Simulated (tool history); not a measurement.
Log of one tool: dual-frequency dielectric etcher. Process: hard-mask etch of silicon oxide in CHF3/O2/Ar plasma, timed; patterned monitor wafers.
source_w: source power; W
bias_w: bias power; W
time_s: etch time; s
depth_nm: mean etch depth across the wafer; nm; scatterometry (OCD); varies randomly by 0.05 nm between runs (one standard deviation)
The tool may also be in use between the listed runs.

Run 1, hour 0.0: source_w 720 W, bias_w 127 W, time_s 16.5 s. Result: depth_nm 31.661 nm.
Run 2, hour 6.2: source_w 680 W, bias_w 119 W, time_s 16.5 s. Result: depth_nm 30.088 nm.
Run 3, hour 11.3: source_w 680 W, bias_w 103 W, time_s 16.5 s. Result: depth_nm 28.624 nm.
Run 4, hour 13.7: source_w 640 W, bias_w 99 W, time_s 16.5 s. Result: depth_nm 27.393 nm.
Run 5, hour 22.0: source_w 640 W, bias_w 115 W, time_s 16.5 s. Result: depth_nm 29.078 nm.
Run 6, hour 30.2: source_w 640 W, bias_w 124 W, time_s 16.5 s. Result: depth_nm 29.796 nm.
Run 7, hour 35.8: source_w 610 W, bias_w 117 W, time_s 16.5 s. Result: depth_nm 28.596 nm.
Run 8, hour 44.1: source_w 580 W, bias_w 111 W, time_s 16.5 s. Result: depth_nm 27.434 nm.
Run 9, hour 46.9: source_w 560 W, bias_w 107 W, time_s 16.5 s. Result: depth_nm 26.640 nm.
Run 10, hour 52.9: source_w 540 W, bias_w 104 W, time_s 16.5 s. Result: depth_nm 25.900 nm.
Run 11, hour 54.2: source_w 520 W, bias_w 102 W, time_s 16.5 s. Result: depth_nm 25.354 nm.
Run 12, hour 55.7: source_w 510 W, bias_w 100 W, time_s 16.5 s. Result: depth_nm 24.820 nm.

Run 13 comes next. What will it give?
Run 13, hour 59.3: source_w 500 W, bias_w 99 W, time_s 16.5 s. Result: depth_nm ?.

depth_nm: 24.595 nm
